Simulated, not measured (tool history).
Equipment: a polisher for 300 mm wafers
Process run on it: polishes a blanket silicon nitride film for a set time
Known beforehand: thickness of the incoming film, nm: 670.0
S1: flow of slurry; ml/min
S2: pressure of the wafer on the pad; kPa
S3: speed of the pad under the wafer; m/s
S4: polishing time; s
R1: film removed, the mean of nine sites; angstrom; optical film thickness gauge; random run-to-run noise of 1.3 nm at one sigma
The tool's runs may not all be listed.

run  hour   S1    S2    S3  S4      R1
  1     0  295  24.1  1.38  44  1202.2
  2   3.4  295  24.1  1.58  44  1325.3
  3   9.3  300  25.5  1.58  44  1387.1
  4  17.6  300  25.5  1.32  44  1195.5
  5  24.5  300  28.3  1.32  44  1305.4
  6    31  300  24.8  1.32  44  1174.1
  7  33.2  300  27.6  1.32  44  1280.7
  8  36.9  300  29.6  1.32  44  1347.5

Run 9, settings as shown, results not yet in. Your forecast:
  9  42.4  310  36.5  1.34  44   ?

Run 9 gave R1 1622.6 angstrom.

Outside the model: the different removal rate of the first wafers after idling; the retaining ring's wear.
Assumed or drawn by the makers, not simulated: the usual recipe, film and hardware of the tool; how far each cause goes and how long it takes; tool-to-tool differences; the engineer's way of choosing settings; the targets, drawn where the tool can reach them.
